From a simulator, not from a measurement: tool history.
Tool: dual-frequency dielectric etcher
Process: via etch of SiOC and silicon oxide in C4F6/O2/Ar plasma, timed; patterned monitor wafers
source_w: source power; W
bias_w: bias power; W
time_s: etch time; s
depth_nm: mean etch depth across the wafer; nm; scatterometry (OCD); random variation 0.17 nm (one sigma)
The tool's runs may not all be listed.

run  hour  source_w  bias_w  time_s  depth_nm
  1   0.0       380     143    31.5    34.510
  2   8.1       350     141    31.5    33.631
  3  14.6       320     138    31.5    32.565
  4  17.3       300     136    31.5    32.108
  5  19.9       300     155    31.5    33.739
  6  27.5       300     169    31.5    34.990
  7  35.0       280     161    31.5    33.509

The next listed run, before its measurement:
  8  38.6       220     147    31.0         ?

{"run 8": {"depth_nm": 29.97}}
